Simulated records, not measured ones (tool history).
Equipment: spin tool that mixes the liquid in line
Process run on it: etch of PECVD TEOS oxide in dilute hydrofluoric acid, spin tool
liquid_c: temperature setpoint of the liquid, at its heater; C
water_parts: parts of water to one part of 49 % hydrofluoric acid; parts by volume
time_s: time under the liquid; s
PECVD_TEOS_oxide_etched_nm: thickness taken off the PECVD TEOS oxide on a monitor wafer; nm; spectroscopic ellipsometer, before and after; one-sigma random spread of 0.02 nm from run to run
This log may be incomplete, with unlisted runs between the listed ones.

run  hour  liquid_c  water_parts  time_s  PECVD_TEOS_oxide_etched_nm
  1   0.0      22.0          150      50                      3.5464
  2   9.0      22.0          175      50                      2.9595
  3  10.9      23.0          170      50                      3.1790
  4  17.1      23.5          165      50                      3.3809
  5  21.4      23.5          165      50                      3.3502
  6  26.5      22.0          165      50                      3.1745
  7  32.2      23.0          160      50                      3.4486
  8  39.6      23.5          155      50                      3.6273

Run 9 has not been measured yet. What should we expect?
  9  46.3      24.0          150      50                           ?

Logged for run 9: PECVD_TEOS_oxide_etched_nm 3.8246 nm.

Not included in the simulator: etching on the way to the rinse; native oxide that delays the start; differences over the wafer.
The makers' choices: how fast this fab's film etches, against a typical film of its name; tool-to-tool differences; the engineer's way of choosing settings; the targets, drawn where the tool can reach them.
